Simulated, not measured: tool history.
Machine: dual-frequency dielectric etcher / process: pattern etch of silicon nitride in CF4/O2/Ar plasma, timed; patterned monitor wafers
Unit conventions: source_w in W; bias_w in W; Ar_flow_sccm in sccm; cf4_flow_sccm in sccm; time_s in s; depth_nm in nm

| run | hour | source_w | bias_w | Ar_flow_sccm | cf4_flow_sccm | time_s | depth_nm |
|---|---|---|---|---|---|---|---|
| 1 | 0.0 | 550 | 61 | 104 | 136 | 60.0 | 158.890 |
| 2 | 2.4 | 650 | 61 | 104 | 136 | 60.0 | 188.740 |
| 3 | 3.8 | 650 | 61 | 104 | 145 | 60.0 | 188.890 |
| 4 | 12.4 | 610 | 58 | 106 | 144 | 59.5 | 171.140 |
| 5 | 15.1 | 570 | 56 | 107 | 144 | 59.5 | 157.210 |
| 6 | 19.0 | 540 | 54 | 108 | 144 | 59.5 | 147.160 |
| 7 | 26.9 | 510 | 52 | 109 | 144 | 59.5 | 135.660 |

Run 8 has not been measured yet. What should we expect?
| 8 | 31.1 | 400 | 46 | 111 | 142 | 59.5 | ? |

Logged for run 8: depth_nm 97.866 nm.

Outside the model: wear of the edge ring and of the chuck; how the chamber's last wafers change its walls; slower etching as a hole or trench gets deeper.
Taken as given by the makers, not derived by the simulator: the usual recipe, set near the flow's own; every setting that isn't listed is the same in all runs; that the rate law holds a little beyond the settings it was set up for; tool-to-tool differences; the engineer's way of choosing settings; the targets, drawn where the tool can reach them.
